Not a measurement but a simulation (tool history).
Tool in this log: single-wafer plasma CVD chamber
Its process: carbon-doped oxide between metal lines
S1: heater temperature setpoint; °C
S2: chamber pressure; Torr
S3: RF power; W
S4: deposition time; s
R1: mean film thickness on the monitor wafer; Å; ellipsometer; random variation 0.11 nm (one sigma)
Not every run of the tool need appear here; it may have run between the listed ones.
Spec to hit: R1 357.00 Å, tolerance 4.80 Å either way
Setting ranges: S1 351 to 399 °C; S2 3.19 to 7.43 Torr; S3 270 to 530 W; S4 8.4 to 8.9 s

run	hour	S1	S2	S3	S4	R1
1	0.0	375	5.31	400	8.9	381.39
2	6.4	375	5.31	440	8.9	408.19
3	11.6	378	4.86	430	8.9	393.69
4	15.4	381	4.47	425	8.9	385.16
# hour 24.3: thermocouple changed; heater temperature recalibrated
5	24.3	376	4.47	425	8.9	391.75
6	30.7	380	4.28	420	8.9	379.68
7	35.3	383	4.12	420	8.9	379.29
8	41.4	385	3.93	415	8.9	369.04
9	46.0	387	3.84	415	8.9	366.83

Consider the 5 candidate settings below. Which is the only one whose results all fall within their allowed miss of target?
A	50.6	396	3.20	445	8.4	?
B	50.6	378	3.19	440	8.6	?
C	50.6	387	4.12	440	8.6	?
D	50.6	375	4.51	440	8.4	?
E	50.6	392	3.21	460	8.7	?

move	R1
A	356.83
B	374.86
C	377.56
D	382.03
E	381.34
A: all results land within tolerance of their targets
B: the biggest miss grows against the last run
C: the biggest miss grows against the last run
D: the biggest miss grows against the last run
E: the biggest miss grows against the last run
The move that meets every target is A.
